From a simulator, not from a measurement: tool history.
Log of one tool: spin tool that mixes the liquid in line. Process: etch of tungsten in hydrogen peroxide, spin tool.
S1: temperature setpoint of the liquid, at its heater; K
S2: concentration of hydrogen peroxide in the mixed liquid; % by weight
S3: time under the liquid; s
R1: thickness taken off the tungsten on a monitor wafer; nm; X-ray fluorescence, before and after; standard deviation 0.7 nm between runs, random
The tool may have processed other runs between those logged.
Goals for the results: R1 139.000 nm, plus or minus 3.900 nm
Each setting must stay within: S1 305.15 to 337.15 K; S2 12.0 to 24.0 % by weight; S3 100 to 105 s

run	hour	S1	S2	S3	R1
1	0.0	321.15	16.0	100	99.691
2	1.8	321.15	14.5	100	94.314
3	5.1	321.15	18.0	100	105.600
4	7.0	322.65	18.0	100	116.030
5	8.0	323.65	18.0	100	122.900
# hour 11.3: peroxide flow meter replaced
6	11.3	323.65	18.0	100	117.470
7	17.7	324.65	18.0	100	123.860
8	24.7	325.15	18.0	100	129.220
9	26.7	325.65	18.0	100	133.210

Which of these 5 next moves meets every target?
A	28.7	327.15	15.0	100	?
B	28.7	328.15	13.0	105	?
C	28.7	323.65	21.5	100	?
D	28.7	325.15	15.5	105	?
E	28.7	324.15	18.5	100	?

move	R1
A	132.600
B	137.550
C	128.550
D	125.520
E	122.930
A: lands further from the targets than the last run did
B: every result within its allowed miss
C: lands further from the targets than the last run did
D: lands further from the targets than the last run did
E: lands further from the targets than the last run did
B meets every target.
